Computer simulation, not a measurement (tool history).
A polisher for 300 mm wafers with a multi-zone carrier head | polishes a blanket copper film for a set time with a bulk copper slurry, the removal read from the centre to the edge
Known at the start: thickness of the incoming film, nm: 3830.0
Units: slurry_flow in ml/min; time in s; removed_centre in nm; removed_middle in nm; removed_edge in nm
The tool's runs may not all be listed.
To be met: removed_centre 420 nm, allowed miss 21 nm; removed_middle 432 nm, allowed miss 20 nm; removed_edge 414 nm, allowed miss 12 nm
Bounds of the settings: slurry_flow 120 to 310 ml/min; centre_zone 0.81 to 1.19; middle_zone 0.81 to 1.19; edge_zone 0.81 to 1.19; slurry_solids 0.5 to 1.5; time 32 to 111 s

run  hour  slurry_flow  centre_zone  middle_zone  edge_zone  slurry_solids  time  removed_centre  removed_middle  removed_edge
  1     0          200            1            1          1              1    71           733.1          757.88        748.92
  2   6.4          195         0.99         0.99       0.97           0.85    63          612.47          644.82        627.59
  3  10.2          195         0.93         0.99       0.97           0.85    63          576.68          643.77        623.96
  4  18.6          195         0.93         1.03       0.97           0.85    63          578.52           665.7        629.59
  5    26          190         0.94            1       0.94           0.75    58          530.49          563.23        554.27
  6  29.1          190         0.93         1.01       0.91            0.7    55          477.37          539.43        501.14
  7  38.2          185         0.93         0.99       0.89           0.65    54          473.21          507.83        478.56
  8  39.2          180         0.92         0.97       0.87            0.6    54          442.73          490.21        473.86
  9  43.8          180         0.94         0.97       0.85           0.55    53          439.92          472.14        448.66
 10  52.9          175         0.95         0.96       0.84           0.55    52          429.48          466.73        439.54
 11  54.8          175         0.95         0.96       0.84           0.55    52          433.81          471.58        437.16
 12  58.6          175         0.96         0.94       0.83           0.55    51          439.29          439.58        432.06
 13  67.6          175         0.96         0.94       0.83           0.55    51          440.26          452.09        425.39

5 next moves are on the table. One of them brings every result within its allowed miss. Which?
  A  76.6          190         1.07         0.88       0.81           0.75    46               ?               ?             ?
  B  76.6          270         1.08         0.97       0.81           0.65    44               ?               ?             ?
  C  76.6          150         1.05         1.06       0.81            0.7    49               ?               ?             ?
  D  76.6          230         0.94         0.92       0.83            0.5    49               ?               ?             ?
  E  76.6          175         1.02         0.93       0.81           0.55    52               ?               ?             ?

move  removed_centre  removed_middle  removed_edge
   A          475.03          405.76        411.09
   B          465.32          423.96        392.51
   C          472.37           480.1         420.4
   D          418.57          421.34        413.34
   E          473.85          444.65        431.65
A: takes the result that was furthest off past its target
B: brings the result that was furthest off to its target, and leaves another outside
C: further off than the last run
D: meets every target
E: brings the result that was furthest off to its target, and leaves another outside
Move D is the one to make.
